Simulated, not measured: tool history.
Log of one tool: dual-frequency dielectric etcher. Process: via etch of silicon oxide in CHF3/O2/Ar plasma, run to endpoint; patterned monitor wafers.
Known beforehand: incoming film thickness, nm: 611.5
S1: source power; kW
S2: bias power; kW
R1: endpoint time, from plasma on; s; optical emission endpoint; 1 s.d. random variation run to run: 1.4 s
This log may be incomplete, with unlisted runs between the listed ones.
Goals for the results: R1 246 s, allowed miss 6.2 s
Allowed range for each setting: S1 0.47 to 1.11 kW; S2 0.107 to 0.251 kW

| run | hour | S1 | S2 | R1 |
|---|---|---|---|---|
| 1 | 0 | 0.79 | 0.179 | 275.7 |
| 2 | 2.8 | 0.81 | 0.181 | 273.82 |
| 3 | 8.2 | 0.83 | 0.183 | 267.06 |
| 4 | 10 | 0.72 | 0.183 | 288.12 |
| 5 | 12.2 | 0.75 | 0.184 | 281.63 |
| 6 | 17.1 | 0.77 | 0.185 | 278.08 |
| 7 | 20.2 | 0.77 | 0.185 | 278.56 |
|  | 20.8 | bias power generator calibrated |
| 8 | 20.8 | 0.79 | 0.186 | 278.72 |
| 9 | 29.2 | 0.82 | 0.185 | 273.42 |
| 10 | 34.6 | 0.85 | 0.187 | 264.59 |
| 11 | 43.2 | 0.86 | 0.188 | 263.56 |

5 next moves are on the table. One of them brings every result within its allowed miss. Which?
| A | 51.8 | 0.82 | 0.174 | ? |
| B | 51.8 | 0.93 | 0.189 | ? |
| C | 51.8 | 0.93 | 0.212 | ? |
| D | 51.8 | 0.65 | 0.229 | ? |
| E | 51.8 | 0.76 | 0.183 | ? |

| move | R1 |
|---|---|
| A | 281.9 |
| B | 256.1 |
| C | 243.17 |
| D | 277.38 |
| E | 285.44 |
A: lands further from the targets than the last run did
B: gains on the last run, yet a result remains outside its allowed miss
C: meets every target
D: lands further from the targets than the last run did
E: lands further from the targets than the last run did
Move C is the one to make.
